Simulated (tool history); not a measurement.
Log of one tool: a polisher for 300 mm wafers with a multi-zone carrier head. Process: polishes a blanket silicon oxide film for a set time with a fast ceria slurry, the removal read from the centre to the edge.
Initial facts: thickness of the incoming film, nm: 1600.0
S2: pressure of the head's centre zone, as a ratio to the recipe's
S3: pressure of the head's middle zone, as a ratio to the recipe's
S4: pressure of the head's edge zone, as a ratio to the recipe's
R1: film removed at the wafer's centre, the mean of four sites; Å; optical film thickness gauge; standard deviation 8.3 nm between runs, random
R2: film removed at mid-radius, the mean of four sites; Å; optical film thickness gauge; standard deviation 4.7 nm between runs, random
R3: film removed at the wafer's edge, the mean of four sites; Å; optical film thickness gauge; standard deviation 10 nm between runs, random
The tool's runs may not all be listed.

Run 1, hour 0: flow of slurry (ml/min) 210, S2 1, S3 1, S4 1, polishing time (s) 26. Result: R1 5347.2 Å, R2 5393.2 Å, R3 5481.2 Å.
Run 2, hour 4.9: flow of slurry (ml/min) 225, S2 1.06, S3 0.98, S4 1.05, polishing time (s) 28. Result: R1 6237 Å, R2 5772.3 Å, R3 6082.9 Å.
Run 3, hour 8.3: flow of slurry (ml/min) 235, S2 1.09, S3 0.96, S4 1.09, polishing time (s) 29. Result: R1 6689.7 Å, R2 5939.5 Å, R3 6526.9 Å.
Run 4, hour 13.3: flow of slurry (ml/min) 235, S2 1.17, S3 0.96, S4 1.09, polishing time (s) 29. Result: R1 7235.3 Å, R2 5966.3 Å, R3 6371.4 Å.
Run 5, hour 17.9: flow of slurry (ml/min) 250, S2 1.17, S3 0.95, S4 1.12, polishing time (s) 30. Result: R1 7564.1 Å, R2 6121.6 Å, R3 6871.6 Å.
Run 6, hour 22.6: flow of slurry (ml/min) 250, S2 1.17, S3 1.02, S4 1.12, polishing time (s) 30. Result: R1 7355.4 Å, R2 6479.8 Å, R3 6856.9 Å.
Run 7, hour 25.7: flow of slurry (ml/min) 260, S2 1.18, S3 0.99, S4 1.14, polishing time (s) 30. Result: R1 7805.2 Å, R2 6417.9 Å, R3 6810.2 Å.

The next listed run, before its measurement:
Run 8, hour 32.3: flow of slurry (ml/min) 260, S2 1.18, S3 0.99, S4 1.14, polishing time (s) 30. Result: R1 ?, R2 ?, R3 ?.

Logged for run 8: R1 7565.9 Å, R2 6399.9 Å, R3 6834 Å.
